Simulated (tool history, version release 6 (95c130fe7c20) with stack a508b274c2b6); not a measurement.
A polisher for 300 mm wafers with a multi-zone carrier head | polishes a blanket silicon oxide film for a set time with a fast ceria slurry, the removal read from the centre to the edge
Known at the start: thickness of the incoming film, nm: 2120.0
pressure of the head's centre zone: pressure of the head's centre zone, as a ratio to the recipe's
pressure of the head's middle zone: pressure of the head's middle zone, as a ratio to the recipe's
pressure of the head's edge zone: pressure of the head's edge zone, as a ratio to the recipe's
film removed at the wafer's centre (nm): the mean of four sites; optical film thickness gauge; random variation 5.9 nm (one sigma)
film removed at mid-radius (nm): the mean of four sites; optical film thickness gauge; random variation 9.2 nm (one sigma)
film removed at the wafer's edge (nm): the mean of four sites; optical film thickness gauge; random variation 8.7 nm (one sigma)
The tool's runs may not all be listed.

run	hour	flow of slurry (ml/min)	pressure of the head's centre zone	pressure of the head's middle zone	pressure of the head's edge zone	polishing time (s)	film removed at the wafer's centre (nm)	film removed at mid-radius (nm)	film removed at the wafer's edge (nm)
1	0	125	1	1	1	68	620.56	622.47	629.62
2	1.9	135	1.02	0.99	1.04	70	659.69	623.82	672.75
3	8.4	120	1.02	0.99	1.04	70	643.71	631.17	663.31
4	13.9	130	1.05	1	1.07	72	687.22	650.82	696.22
5	19.5	110	1.05	1	1.07	72	663.66	635.42	685.11
6	26	120	1.07	1	1.09	74	702.95	670.7	715.89
7	28.5	130	1.09	0.99	1.11	75	738.03	681.6	735.19
8	37	140	1.1	0.98	1.13	76	759.68	701.25	759.66
9	39.6	145	1.11	0.96	1.14	77	788.97	697.32	773.36
10	46.7	150	1.11	0.95	1.15	78	802.54	686.18	785.67

Forecast run 11:
11	49.2	155	1.11	0.95	1.16	79	?	?	?

film removed at the wafer's centre (nm): 817.15
film removed at mid-radius (nm): 730.99
film removed at the wafer's edge (nm): 812.47
